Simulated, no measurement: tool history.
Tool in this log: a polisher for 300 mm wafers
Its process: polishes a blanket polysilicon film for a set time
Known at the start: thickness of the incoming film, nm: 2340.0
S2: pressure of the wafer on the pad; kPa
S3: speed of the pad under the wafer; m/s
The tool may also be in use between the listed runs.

{"run": 1, "hour": 0.0, "flow of slurry (ml/min)": 260, "S2": 11.0, "S3": 1.3, "polishing time (s)": 33, "film removed (Å)": 1777.7}
{"run": 2, "hour": 7.7, "flow of slurry (ml/min)": 260, "S2": 11.7, "S3": 1.3, "polishing time (s)": 33, "film removed (Å)": 1862.4}
{"run": 3, "hour": 10.0, "flow of slurry (ml/min)": 260, "S2": 11.7, "S3": 1.3, "polishing time (s)": 30, "film removed (Å)": 1690.4}
{"run": 4, "hour": 17.9, "flow of slurry (ml/min)": 225, "S2": 11.7, "S3": 1.3, "polishing time (s)": 30, "film removed (Å)": 1660.7}
{"run": 5, "hour": 21.1, "flow of slurry (ml/min)": 245, "S2": 12.4, "S3": 1.3, "polishing time (s)": 30, "film removed (Å)": 1761.2}
{"run": 6, "hour": 27.4, "flow of slurry (ml/min)": 245, "S2": 12.4, "S3": 1.62, "polishing time (s)": 30, "film removed (Å)": 2192.7}
{"run": 7, "hour": 30.6, "flow of slurry (ml/min)": 260, "S2": 13.1, "S3": 1.62, "polishing time (s)": 30, "film removed (Å)": 2244.1}
{"run": 8, "hour": 37.2, "flow of slurry (ml/min)": 250, "S2": 16.5, "S3": 1.64, "polishing time (s)": 30, "film removed (Å)": 2674.2}
{"run": 9, "hour": 38.7, "flow of slurry (ml/min)": 255, "S2": 16.5, "S3": 1.66, "polishing time (s)": 30, "film removed (Å)": 2735.1}
{"run": 10, "hour": 39.8, "flow of slurry (ml/min)": 260, "S2": 16.5, "S3": 1.68, "polishing time (s)": 30, "film removed (Å)": 2780.9}
{"run": 11, "hour": 45.7, "flow of slurry (ml/min)": 275, "S2": 17.9, "S3": 1.68, "polishing time (s)": 30, "film removed (Å)": 2944.8}
{"run": 12, "hour": 51.2, "flow of slurry (ml/min)": 275, "S2": 17.9, "S3": 1.7, "polishing time (s)": 30, "film removed (Å)": 2978.1}
{"run": 13, "hour": 54.2, "flow of slurry (ml/min)": 275, "S2": 17.9, "S3": 1.72, "polishing time (s)": 30, "film removed (Å)": 2953.9}

For run 14, what comes out?
{"run": 14, "hour": 56.6, "flow of slurry (ml/min)": 270, "S2": 17.9, "S3": 1.74, "polishing time (s)": 30, "film removed (Å)": "?"}

{"run 14": {"film removed (Å)": 3027.8}}
